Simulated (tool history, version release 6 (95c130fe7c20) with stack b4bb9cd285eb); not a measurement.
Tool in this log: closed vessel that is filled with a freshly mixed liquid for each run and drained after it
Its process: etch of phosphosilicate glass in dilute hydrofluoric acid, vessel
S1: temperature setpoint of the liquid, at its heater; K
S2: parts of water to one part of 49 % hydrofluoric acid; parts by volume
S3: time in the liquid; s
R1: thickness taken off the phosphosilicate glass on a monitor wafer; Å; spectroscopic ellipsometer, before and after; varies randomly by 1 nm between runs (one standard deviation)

run	hour	S1	S2	S3	R1
1	0.0	297.15	185	105	780.46
2	9.3	298.15	175	105	872.53
3	14.0	299.15	165	105	956.37
4	15.0	299.65	155	105	1064.30
5	23.5	300.15	150	105	1109.40
6	30.8	300.65	145	105	1183.00

Run 7, settings as shown, results not yet in. Your forecast:
7	37.9	301.15	140	105	?

R1: 1272.80 Å

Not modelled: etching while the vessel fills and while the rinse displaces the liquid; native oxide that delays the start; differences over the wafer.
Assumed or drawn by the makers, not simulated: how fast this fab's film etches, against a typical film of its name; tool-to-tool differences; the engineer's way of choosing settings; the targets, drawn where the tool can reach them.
